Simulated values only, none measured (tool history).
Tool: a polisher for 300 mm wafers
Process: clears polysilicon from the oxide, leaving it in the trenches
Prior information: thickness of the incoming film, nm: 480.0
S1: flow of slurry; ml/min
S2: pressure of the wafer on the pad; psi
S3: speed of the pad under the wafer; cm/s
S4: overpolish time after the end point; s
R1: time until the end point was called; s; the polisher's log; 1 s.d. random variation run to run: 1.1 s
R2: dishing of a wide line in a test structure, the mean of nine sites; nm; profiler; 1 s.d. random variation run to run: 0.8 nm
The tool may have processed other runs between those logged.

run,day,S1,S2,S3,S4,R1,R2
1,0.000,230,2.1,128,20,39.245,47.899
2,0.042,230,2.1,110,20,46.083,49.429
3,0.079,230,1.8,110,20,53.734,46.336
4,0.308,230,1.8,84,20,67.127,44.381
5,0.429,230,1.8,72,20,79.047,45.627
6,0.675,230,1.8,72,11,76.764,36.461
7,1.033,230,1.8,72,12,80.478,37.829

For run 8, what comes out?
8,1.321,230,1.9,72,13,?,?

R1: 75.792 s
R2: 40.604 nm
